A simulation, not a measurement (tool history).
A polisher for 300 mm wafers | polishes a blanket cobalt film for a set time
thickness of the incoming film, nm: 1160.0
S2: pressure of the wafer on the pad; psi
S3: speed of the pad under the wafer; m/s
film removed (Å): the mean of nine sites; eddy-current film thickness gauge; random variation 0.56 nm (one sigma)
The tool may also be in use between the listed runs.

Run 1, hour 0.0: flow of slurry (ml/min) 200, S2 1.4 psi, S3 1.26 m/s, polishing time (s) 21. Result: film removed (Å) 994.22.
Run 2, hour 6.7: flow of slurry (ml/min) 200, S2 1.4 psi, S3 1.56 m/s, polishing time (s) 21. Result: film removed (Å) 1197.00.
Run 3, hour 9.1: flow of slurry (ml/min) 200, S2 1.4 psi, S3 1.66 m/s, polishing time (s) 21. Result: film removed (Å) 1259.60.
Run 4, hour 12.3: flow of slurry (ml/min) 200, S2 1.7 psi, S3 1.66 m/s, polishing time (s) 21. Result: film removed (Å) 1542.10.
Run 5, hour 18.8: flow of slurry (ml/min) 165, S2 1.7 psi, S3 1.66 m/s, polishing time (s) 21. Result: film removed (Å) 1544.30.
Run 6, hour 26.4: flow of slurry (ml/min) 165, S2 1.5 psi, S3 1.56 m/s, polishing time (s) 21. Result: film removed (Å) 1260.10.
Run 7, hour 29.4: flow of slurry (ml/min) 165, S2 1.3 psi, S3 1.48 m/s, polishing time (s) 21. Result: film removed (Å) 1044.20.

Forecast run 8:
Run 8, hour 32.9: flow of slurry (ml/min) 165, S2 1.2 psi, S3 1.42 m/s, polishing time (s) 21. Result: film removed (Å) ?.

film removed (Å): 930.84
